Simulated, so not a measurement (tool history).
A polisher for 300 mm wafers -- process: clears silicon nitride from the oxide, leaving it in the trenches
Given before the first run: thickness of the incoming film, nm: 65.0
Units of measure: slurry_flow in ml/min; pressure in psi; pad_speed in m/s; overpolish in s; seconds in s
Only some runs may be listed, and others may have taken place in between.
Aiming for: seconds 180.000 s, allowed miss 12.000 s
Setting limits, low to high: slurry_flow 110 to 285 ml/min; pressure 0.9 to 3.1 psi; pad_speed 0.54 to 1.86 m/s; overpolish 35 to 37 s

run    day  slurry_flow  pressure  pad_speed  overpolish  seconds
  1  0.000          180       2.0       1.18          35   77.994
  2  0.267          180       1.8       1.12          35   94.749
  3  0.400          215       1.8       1.12          35   92.880
  4  0.592          215       1.8       1.12          35   87.494
  5  0.800          215       1.8       1.12          35   88.176
  6  0.921          215       1.8       1.12          37   91.268
  7  1.004          215       1.6       1.08          37  104.080
  8  1.079          215       1.5       1.04          37  120.660
  9  1.292          215       1.4       1.04          37  121.990
 10  1.317          215       1.3       1.02          37  132.630
 11  1.379          215       1.2       1.00          37  149.710
 12  1.467          210       1.1       1.00          37  163.820

Exactly one of the 5 candidate moves below puts every result within its allowed miss. Which one?
  A  1.554          190       0.9       1.08          35        ?
  B  1.554          215       1.2       1.02          37        ?
  C  1.554          215       1.0       0.84          36        ?
  D  1.554          250       1.3       1.00          35        ?
  E  1.554          210       1.0       1.32          37        ?

move  seconds
   A  180.840
   B  143.320
   C  205.290
   D  133.020
   E  133.040
A: every result lands within tolerance
B: lands further from the targets than the last run did
C: takes the biggest miss from the last run beyond its target
D: lands further from the targets than the last run did
E: lands further from the targets than the last run did
Move A is the one to make.

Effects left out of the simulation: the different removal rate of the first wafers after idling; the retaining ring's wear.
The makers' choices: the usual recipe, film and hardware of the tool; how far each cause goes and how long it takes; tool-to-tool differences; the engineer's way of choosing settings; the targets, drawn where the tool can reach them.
